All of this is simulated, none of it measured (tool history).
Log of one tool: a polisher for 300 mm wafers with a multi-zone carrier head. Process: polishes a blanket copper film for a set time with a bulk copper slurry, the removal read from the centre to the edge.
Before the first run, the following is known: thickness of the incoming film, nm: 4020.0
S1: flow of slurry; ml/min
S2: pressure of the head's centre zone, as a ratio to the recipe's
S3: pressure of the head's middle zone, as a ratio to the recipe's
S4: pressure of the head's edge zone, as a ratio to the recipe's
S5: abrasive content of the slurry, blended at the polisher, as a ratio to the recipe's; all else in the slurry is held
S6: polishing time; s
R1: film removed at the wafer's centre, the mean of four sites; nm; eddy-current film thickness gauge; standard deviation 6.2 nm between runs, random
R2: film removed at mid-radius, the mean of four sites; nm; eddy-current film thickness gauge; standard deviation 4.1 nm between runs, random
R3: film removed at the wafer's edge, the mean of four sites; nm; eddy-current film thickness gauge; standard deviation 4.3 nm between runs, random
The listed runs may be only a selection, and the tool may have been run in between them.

run  hour   S1    S2    S3    S4    S5  S6      R1      R2      R3
  1     0  195     1     1     1     1  50  254.35  250.84  267.57
  2   2.8  195  1.07     1     1     1  50  270.71  251.87  268.14
  3  10.5  200  1.07  1.02     1  1.05  51  279.14  262.99  278.96
  4  12.2  205  1.07  1.04  0.98   1.1  53  293.53  279.33   283.7
  5  15.2  205  1.03  1.04  0.98   1.1  53  274.52  282.28  289.93
  6    16  205  0.96  1.04  0.98   1.1  53  256.42  283.18  282.45
  7  16.8  210  0.98  1.06  0.98  1.15  54  284.83  290.35  294.41

Run 8, settings as shown, results not yet in. Your forecast:
  8  24.5  210  0.98  1.06  0.98  1.15  54   ?   ?   ?

Run 8 gave R1 283.63 nm, R2 296.59 nm, R3 297.53 nm.

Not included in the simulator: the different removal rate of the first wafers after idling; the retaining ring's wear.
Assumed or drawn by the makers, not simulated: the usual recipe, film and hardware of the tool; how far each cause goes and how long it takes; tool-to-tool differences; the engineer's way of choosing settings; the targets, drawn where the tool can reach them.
